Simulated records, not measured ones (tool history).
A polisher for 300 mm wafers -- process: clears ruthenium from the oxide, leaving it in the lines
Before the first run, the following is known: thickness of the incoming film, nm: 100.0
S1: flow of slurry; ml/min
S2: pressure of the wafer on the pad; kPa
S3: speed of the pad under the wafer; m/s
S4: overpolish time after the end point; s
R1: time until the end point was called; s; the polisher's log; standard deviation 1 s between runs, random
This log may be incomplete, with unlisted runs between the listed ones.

run,hour,S1,S2,S3,S4,R1
1,0.0,220,17.2,0.98,17,90.143
2,3.4,220,18.6,1.00,17,82.031
3,7.7,220,18.6,1.24,17,68.294
4,8.7,220,18.6,1.00,17,82.364
5,12.4,190,18.6,1.00,17,82.321
6,20.7,190,20.0,1.02,17,79.245
7,27.5,190,21.4,1.04,17,72.876

Run 8 is up next; what results do you expect?
8,32.8,190,22.1,1.06,17,?

{"run 8": {"R1": 69.315}}

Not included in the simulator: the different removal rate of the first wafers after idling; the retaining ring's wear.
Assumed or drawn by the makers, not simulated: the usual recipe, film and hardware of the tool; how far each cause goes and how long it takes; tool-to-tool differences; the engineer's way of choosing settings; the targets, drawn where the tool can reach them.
